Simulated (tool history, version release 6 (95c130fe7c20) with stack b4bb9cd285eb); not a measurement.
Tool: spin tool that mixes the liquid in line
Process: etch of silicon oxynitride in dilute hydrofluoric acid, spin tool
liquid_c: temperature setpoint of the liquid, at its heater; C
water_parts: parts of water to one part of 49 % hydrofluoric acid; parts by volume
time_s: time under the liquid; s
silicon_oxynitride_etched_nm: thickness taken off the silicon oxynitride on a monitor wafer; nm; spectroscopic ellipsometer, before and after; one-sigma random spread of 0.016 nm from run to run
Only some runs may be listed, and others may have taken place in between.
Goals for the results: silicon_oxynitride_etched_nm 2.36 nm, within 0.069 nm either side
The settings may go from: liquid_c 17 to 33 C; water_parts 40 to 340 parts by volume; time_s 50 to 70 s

{"run": 1, "hour": 0.0, "liquid_c": 25, "water_parts": 190, "time_s": 70, "silicon_oxynitride_etched_nm": 1.642}
{"run": 2, "hour": 4.5, "liquid_c": 26, "water_parts": 190, "time_s": 70, "silicon_oxynitride_etched_nm": 1.7301}
{"run": 3, "hour": 8.4, "liquid_c": 26.5, "water_parts": 190, "time_s": 70, "silicon_oxynitride_etched_nm": 1.7743}
{"run": 4, "hour": 10.1, "liquid_c": 27, "water_parts": 190, "time_s": 70, "silicon_oxynitride_etched_nm": 1.8055}
{"run": 5, "hour": 17.5, "liquid_c": 27.5, "water_parts": 190, "time_s": 70, "silicon_oxynitride_etched_nm": 1.8512}
{"run": 6, "hour": 18.9, "liquid_c": 27.5, "water_parts": 190, "time_s": 50, "silicon_oxynitride_etched_nm": 1.3116}
{"run": 7, "hour": 24.6, "liquid_c": 27.5, "water_parts": 180, "time_s": 50, "silicon_oxynitride_etched_nm": 1.3989}
{"run": 8, "hour": 33.1, "liquid_c": 27.5, "water_parts": 180, "time_s": 50, "silicon_oxynitride_etched_nm": 1.4101}
{"run": 9, "hour": 37.6, "liquid_c": 27.5, "water_parts": 165, "time_s": 50, "silicon_oxynitride_etched_nm": 1.56}
{"run": 10, "hour": 46.5, "liquid_c": 27.5, "water_parts": 155, "time_s": 50, "silicon_oxynitride_etched_nm": 1.6748}
{"run": 11, "hour": 48.0, "liquid_c": 27.5, "water_parts": 150, "time_s": 50, "silicon_oxynitride_etched_nm": 1.7213}

Exercise: of the 4 proposed moves below, exactly one satisfies all targets within the stated allowed misses. Which move is it?
{"run": "A", "hour": 49.5, "liquid_c": 31, "water_parts": 145, "time_s": 50, "silicon_oxynitride_etched_nm": "?"}
{"run": "B", "hour": 49.5, "liquid_c": 28.5, "water_parts": 190, "time_s": 50, "silicon_oxynitride_etched_nm": "?"}
{"run": "C", "hour": 49.5, "liquid_c": 27.5, "water_parts": 170, "time_s": 70, "silicon_oxynitride_etched_nm": "?"}
{"run": "D", "hour": 49.5, "liquid_c": 27, "water_parts": 150, "time_s": 70, "silicon_oxynitride_etched_nm": "?"}

move=A silicon_oxynitride_etched_nm=2.0926
move=B silicon_oxynitride_etched_nm=1.3757
move=C silicon_oxynitride_etched_nm=2.0975
move=D silicon_oxynitride_etched_nm=2.366
A: nearer the targets than the last run, but a result is still out of spec
B: its largest miss is bigger than the last run's
C: nearer the targets than the last run, but a result is still out of spec
D: hits every target within its allowed miss
D is the move that brings every result within its allowed miss.

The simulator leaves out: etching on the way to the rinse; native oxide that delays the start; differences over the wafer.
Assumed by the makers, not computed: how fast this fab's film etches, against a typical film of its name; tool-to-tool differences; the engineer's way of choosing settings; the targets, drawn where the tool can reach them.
